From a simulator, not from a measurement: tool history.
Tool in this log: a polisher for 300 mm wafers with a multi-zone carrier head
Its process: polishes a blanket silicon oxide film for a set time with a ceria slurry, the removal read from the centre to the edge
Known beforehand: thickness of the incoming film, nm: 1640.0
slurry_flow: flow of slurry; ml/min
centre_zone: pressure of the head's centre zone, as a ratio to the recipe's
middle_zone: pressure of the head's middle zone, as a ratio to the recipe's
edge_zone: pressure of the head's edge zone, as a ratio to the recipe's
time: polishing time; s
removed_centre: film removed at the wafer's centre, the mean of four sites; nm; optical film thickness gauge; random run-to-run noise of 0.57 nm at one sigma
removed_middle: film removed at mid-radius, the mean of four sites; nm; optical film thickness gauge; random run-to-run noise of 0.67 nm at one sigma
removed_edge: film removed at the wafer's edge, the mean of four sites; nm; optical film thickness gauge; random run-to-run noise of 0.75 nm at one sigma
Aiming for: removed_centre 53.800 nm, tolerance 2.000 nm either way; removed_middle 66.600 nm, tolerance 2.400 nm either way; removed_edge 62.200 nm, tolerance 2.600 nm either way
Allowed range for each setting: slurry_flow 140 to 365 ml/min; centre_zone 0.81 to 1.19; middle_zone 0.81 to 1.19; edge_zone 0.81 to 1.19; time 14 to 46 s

run  hour  slurry_flow  centre_zone  middle_zone  edge_zone  time  removed_centre  removed_middle  removed_edge
  1   0.0          235         1.00         1.00       1.00    30          98.696          96.967        97.262
  2   2.4          225         0.95         1.01       0.98    27          82.300          84.129        87.390
  3   8.3          225         0.93         1.05       0.95    25          76.614          83.283        79.482
  4  12.2          275         0.93         1.05       0.95    25          75.432          83.726        80.526
  5  15.7          275         0.86         1.05       0.95    25          71.176          85.127        80.508
  6  20.1          275         0.85         1.05       0.94    23          63.902          78.440        75.130
  7  26.3          275         0.85         1.05       0.92    22          60.487          72.313        70.750
  8  29.4          275         0.85         1.05       0.92    22          62.630          72.826        70.255
  9  31.2          275         0.84         1.06       0.92    21          58.195          70.087        66.908
 10  33.4          275         0.83         1.06       0.91    21          57.392          69.490        66.333
 11  35.6          275         0.82         1.06       0.90    21          57.343          71.237        64.783

Next run, 5 choices. One meets every target within its allowed miss, the rest don't. Which?
  A  37.8          235         0.86         1.13       0.81    19               ?               ?             ?
  B  37.8          265         0.82         1.09       0.87    18               ?               ?             ?
  C  37.8          250         0.85         1.05       0.81    19               ?               ?             ?
  D  37.8          305         0.81         1.03       0.91    20               ?               ?             ?
  E  37.8          215         0.87         1.15       0.88    19               ?               ?             ?

move  removed_centre  removed_middle  removed_edge
   A          53.797          66.118        55.881
   B          49.249          61.739        55.106
   C          53.499          63.184        56.162
   D          54.763          66.747        63.092
   E          53.909          66.383        57.612
A: puts the biggest miss on target and leaves a different result outside tolerance
B: takes the biggest miss from the last run beyond its target
C: takes the biggest miss from the last run beyond its target
D: every result lands within tolerance
E: puts the biggest miss on target and leaves a different result outside tolerance
Correct choice: D, which meets every target

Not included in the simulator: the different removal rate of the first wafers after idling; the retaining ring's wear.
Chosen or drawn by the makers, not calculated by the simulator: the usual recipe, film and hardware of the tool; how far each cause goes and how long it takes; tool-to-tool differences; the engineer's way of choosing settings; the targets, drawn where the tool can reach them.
